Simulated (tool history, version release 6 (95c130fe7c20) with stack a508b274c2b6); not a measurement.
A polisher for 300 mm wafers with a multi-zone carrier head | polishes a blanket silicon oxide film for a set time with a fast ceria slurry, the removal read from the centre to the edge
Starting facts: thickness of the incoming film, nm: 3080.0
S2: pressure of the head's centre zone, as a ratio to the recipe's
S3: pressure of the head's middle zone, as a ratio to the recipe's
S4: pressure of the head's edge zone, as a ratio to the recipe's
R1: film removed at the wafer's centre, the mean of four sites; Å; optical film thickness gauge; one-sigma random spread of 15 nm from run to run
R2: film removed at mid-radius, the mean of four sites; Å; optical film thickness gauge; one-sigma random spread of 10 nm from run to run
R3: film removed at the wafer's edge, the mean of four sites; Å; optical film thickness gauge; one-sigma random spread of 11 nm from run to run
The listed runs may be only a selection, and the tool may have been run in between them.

run 1 day=0.000 | flow_of_slurry_(ml/min)=120 S2=1.00 S3=1.00 S4=1.00 polishing_time_(s)=56 | R1=11421 R2=11210 R3=11217
run 2 day=0.371 | flow_of_slurry_(ml/min)=120 S2=1.00 S3=1.00 S4=1.00 polishing_time_(s)=62 | R1=12602 R2=12411 R3=12375
run 3 day=0.400 | flow_of_slurry_(ml/min)=120 S2=1.00 S3=1.00 S4=1.06 polishing_time_(s)=62 | R1=12982 R2=12207 R3=12780
run 4 day=0.754 | flow_of_slurry_(ml/min)=120 S2=1.08 S3=1.00 S4=1.06 polishing_time_(s)=62 | R1=13507 R2=12297 R3=12787
run 5 day=1.008 | flow_of_slurry_(ml/min)=120 S2=1.08 S3=1.00 S4=1.13 polishing_time_(s)=62 | R1=13768 R2=12281 R3=13153
run 6 day=1.383 | flow_of_slurry_(ml/min)=120 S2=1.08 S3=1.00 S4=1.08 polishing_time_(s)=62 | R1=13842 R2=12461 R3=12779
run 7 day=1.567 | flow_of_slurry_(ml/min)=125 S2=1.06 S3=1.02 S4=1.08 polishing_time_(s)=62 | R1=13316 R2=12673 R3=12844
run 8 day=1.671 | flow_of_slurry_(ml/min)=130 S2=1.05 S3=1.03 S4=1.09 polishing_time_(s)=62 | R1=13442 R2=13070 R3=13067
run 9 day=1.950 | flow_of_slurry_(ml/min)=135 S2=1.04 S3=1.04 S4=1.09 polishing_time_(s)=62 | R1=13383 R2=13248 R3=13010
run 10 day=2.108 | flow_of_slurry_(ml/min)=140 S2=1.03 S3=1.05 S4=1.10 polishing_time_(s)=62 | R1=13599 R2=13472 R3=13170

What will run 11 give?
run 11 day=2.367 | flow_of_slurry_(ml/min)=155 S2=0.93 S3=1.13 S4=1.14 polishing_time_(s)=62 | R1=? R2=? R3=?

{"run 11": {"R1": 12444, "R2": 14346, "R3": 13664}}
